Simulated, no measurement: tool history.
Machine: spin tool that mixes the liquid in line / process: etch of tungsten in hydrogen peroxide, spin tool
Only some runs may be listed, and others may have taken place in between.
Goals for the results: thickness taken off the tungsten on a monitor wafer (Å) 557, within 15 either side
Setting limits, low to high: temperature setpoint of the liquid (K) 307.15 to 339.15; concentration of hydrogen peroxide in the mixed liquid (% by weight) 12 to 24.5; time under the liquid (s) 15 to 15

run	day	temperature setpoint of the liquid (K)	concentration of hydrogen peroxide in the mixed liquid (% by weight)	time under the liquid (s)	thickness taken off the tungsten on a monitor wafer (Å)
1	0	323.15	16.5	15	343.8
2	0.3	323.15	16.5	15	339.01
3	0.375	325.15	16.5	15	385.86
4	0.421	319.65	16.5	15	272.23
5	0.642	322.65	16.5	15	331.44
6	0.838	322.65	16.5	15	331.06
7	0.9	322.65	16.5	15	329.05
8	0.988	324.65	16.5	15	373.38
9	1.008	326.15	16.5	15	408.19
10	1.188	332.15	16.5	15	582.5

4 next moves are on the table. One of them brings every result within its allowed miss. Which?
A	1.367	333.65	16	15	?
B	1.367	335.15	13.5	15	?
C	1.367	333.15	17.5	15	?
D	1.367	332.65	14.5	15	?

move	thickness taken off the tungsten on a monitor wafer (Å)
A	623.36
B	623.77
C	633.47
D	560.26
A: further off than the last run
B: further off than the last run
C: further off than the last run
D: all results land within tolerance of their targets
So the answer is move D, the one that meets all the targets.

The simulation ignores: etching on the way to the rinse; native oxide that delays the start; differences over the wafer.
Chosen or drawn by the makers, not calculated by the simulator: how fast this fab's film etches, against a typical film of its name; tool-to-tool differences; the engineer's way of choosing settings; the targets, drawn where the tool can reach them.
